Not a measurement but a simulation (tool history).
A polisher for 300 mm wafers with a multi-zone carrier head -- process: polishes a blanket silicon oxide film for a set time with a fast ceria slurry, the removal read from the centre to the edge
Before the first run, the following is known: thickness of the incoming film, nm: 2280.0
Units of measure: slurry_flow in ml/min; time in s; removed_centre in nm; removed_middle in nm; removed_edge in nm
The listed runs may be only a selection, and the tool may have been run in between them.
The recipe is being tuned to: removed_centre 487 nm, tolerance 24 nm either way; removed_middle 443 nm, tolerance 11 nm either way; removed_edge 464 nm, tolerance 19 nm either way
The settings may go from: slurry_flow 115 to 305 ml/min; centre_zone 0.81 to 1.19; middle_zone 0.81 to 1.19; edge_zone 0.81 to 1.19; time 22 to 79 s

| run | day | slurry_flow | centre_zone | middle_zone | edge_zone | time | removed_centre | removed_middle | removed_edge |
|---|---|---|---|---|---|---|---|---|---|
| 1 | 0 | 195 | 1 | 1 | 1 | 50 | 739.4 | 730.48 | 733.15 |
| 2 | 0.304 | 195 | 1 | 0.92 | 1 | 50 | 741.67 | 679.99 | 738.11 |
| 3 | 0.546 | 195 | 1 | 0.92 | 1 | 60 | 916.09 | 821.51 | 881.99 |
| 4 | 0.812 | 190 | 1 | 0.91 | 0.97 | 55 | 813.9 | 739.02 | 794.14 |
| 5 | 1.112 | 185 | 1.01 | 0.91 | 0.95 | 51 | 751.83 | 676.44 | 728.71 |
| 6 | 1.346 | 185 | 1.01 | 0.91 | 0.93 | 47 | 706.92 | 626.42 | 662.57 |
| 7 | 1.383 | 180 | 1 | 0.9 | 0.91 | 44 | 653.94 | 578.24 | 611.55 |
| 8 | 1.475 | 175 | 0.99 | 0.89 | 0.9 | 42 | 597.99 | 545.75 | 588.56 |
| 9 | 1.529 | 175 | 0.99 | 0.89 | 0.89 | 40 | 580.06 | 528.9 | 551.59 |
| 10 | 1.838 | 175 | 0.99 | 0.89 | 0.89 | 40 | 595.27 | 518.1 | 551.16 |

4 next moves are on the table. One of them brings every result within its allowed miss. Which?
| A | 2.146 | 195 | 1.19 | 0.82 | 0.88 | 40 | ? | ? | ? |
| B | 2.146 | 165 | 0.86 | 0.85 | 0.92 | 38 | ? | ? | ? |
| C | 2.146 | 150 | 1.01 | 0.93 | 0.92 | 34 | ? | ? | ? |
| D | 2.146 | 140 | 0.98 | 0.86 | 0.88 | 38 | ? | ? | ? |

| move | removed_centre | removed_middle | removed_edge |
|---|---|---|---|
| A | 676.19 | 499.32 | 549.86 |
| B | 476.94 | 474.6 | 521.19 |
| C | 474.77 | 448.05 | 459.08 |
| D | 508.21 | 461.89 | 497.44 |
A: its largest miss is bigger than the last run's
B: better than the last run, though not everything is in spec
C: meets every target
D: better than the last run, though not everything is in spec
C meets every target.
